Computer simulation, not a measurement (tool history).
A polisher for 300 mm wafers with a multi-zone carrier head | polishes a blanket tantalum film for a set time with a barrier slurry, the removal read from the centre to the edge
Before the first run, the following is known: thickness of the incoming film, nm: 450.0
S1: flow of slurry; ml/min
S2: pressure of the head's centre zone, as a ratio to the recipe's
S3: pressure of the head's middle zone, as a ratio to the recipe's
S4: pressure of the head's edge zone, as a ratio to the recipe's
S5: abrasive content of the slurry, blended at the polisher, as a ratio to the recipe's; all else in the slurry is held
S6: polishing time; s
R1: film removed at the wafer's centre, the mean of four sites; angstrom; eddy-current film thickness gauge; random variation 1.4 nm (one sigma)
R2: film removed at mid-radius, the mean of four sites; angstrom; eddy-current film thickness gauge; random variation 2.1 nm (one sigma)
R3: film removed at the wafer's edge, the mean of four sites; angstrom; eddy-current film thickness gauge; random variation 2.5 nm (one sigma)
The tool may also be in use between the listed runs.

run,day,S1,S2,S3,S4,S5,S6,R1,R2,R3
1,0,160,1,1,1,1,52,1463.8,1339.7,1334.4
2,0.054,165,0.94,1,1.06,1.15,53,1515.4,1430.4,1480.7
3,0.396,165,0.94,0.94,1.06,1.15,53,1528.8,1360.7,1502.1
4,0.475,145,0.9,0.98,1.1,1.25,54,1461.3,1460.7,1550
5,0.538,140,0.87,0.98,1.13,1.35,55,1480,1471.8,1637.1
6,0.692,135,0.85,1,1.15,1.4,56,1484,1530.2,1652.3
7,0.767,120,0.84,1.01,1.16,1.4,58,1513.9,1610.6,1754.8

Expected results for the next run?
8,0.879,110,0.83,1.02,1.17,1.4,59,?,?,?

Run 8 measured R1 1475.8 angstrom, R2 1594.7 angstrom, R3 1770.3 angstrom.
